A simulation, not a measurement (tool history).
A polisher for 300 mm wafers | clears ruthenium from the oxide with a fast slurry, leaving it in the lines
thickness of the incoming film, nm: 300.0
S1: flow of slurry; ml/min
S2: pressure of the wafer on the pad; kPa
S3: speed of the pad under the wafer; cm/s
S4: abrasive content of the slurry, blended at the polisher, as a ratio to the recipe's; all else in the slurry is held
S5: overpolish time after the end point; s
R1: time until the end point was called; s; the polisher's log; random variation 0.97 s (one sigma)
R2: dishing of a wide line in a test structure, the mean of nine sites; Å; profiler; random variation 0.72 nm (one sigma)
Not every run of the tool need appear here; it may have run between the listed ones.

run 1 hour=0 | S1=195 S2=15.2 S3=110 S4=1 S5=26 | R1=73.324 R2=624.86
run 2 hour=5.5 | S1=195 S2=15.9 S3=110 S4=1 S5=24 | R1=71.806 R2=609.83
run 3 hour=8.1 | S1=195 S2=15.9 S3=110 S4=1 S5=32 | R1=70.117 R2=726.24
run 4 hour=11.5 | S1=195 S2=16.5 S3=110 S4=1 S5=29 | R1=69.412 R2=688.48
run 5 hour=15.9 | S1=195 S2=16.5 S3=110 S4=1.15 S5=29 | R1=64.163 R2=718.76
run 6 hour=24.1 | S1=195 S2=16.5 S3=110 S4=1.2 S5=27 | R1=66.288 R2=688.62
run 7 hour=29.4 | S1=195 S2=17.2 S3=110 S4=1.1 S5=25 | R1=63.756 R2=653.26
run 8 hour=36.5 | S1=195 S2=17.9 S3=110 S4=1.1 S5=23 | R1=62.524 R2=654.72
run 9 hour=38.7 | S1=195 S2=17.9 S3=112 S4=1.1 S5=21 | R1=59.415 R2=610.84
run 10 hour=42.7 | S1=195 S2=19.3 S3=116 S4=1.05 S5=8 | R1=55.01 R2=325.14
run 11 hour=51.7 | S1=195 S2=19.3 S3=116 S4=1.1 S5=9 | R1=54.615 R2=356.18
run 12 hour=54.8 | S1=195 S2=19.3 S3=116 S4=1.1 S5=10 | R1=53.258 R2=391.79

Expected results for the next run?
run 13 hour=63.3 | S1=195 S2=20 S3=116 S4=1.1 S5=17 | R1=? R2=?

R1: 51.34 s
R2: 591.31 Å
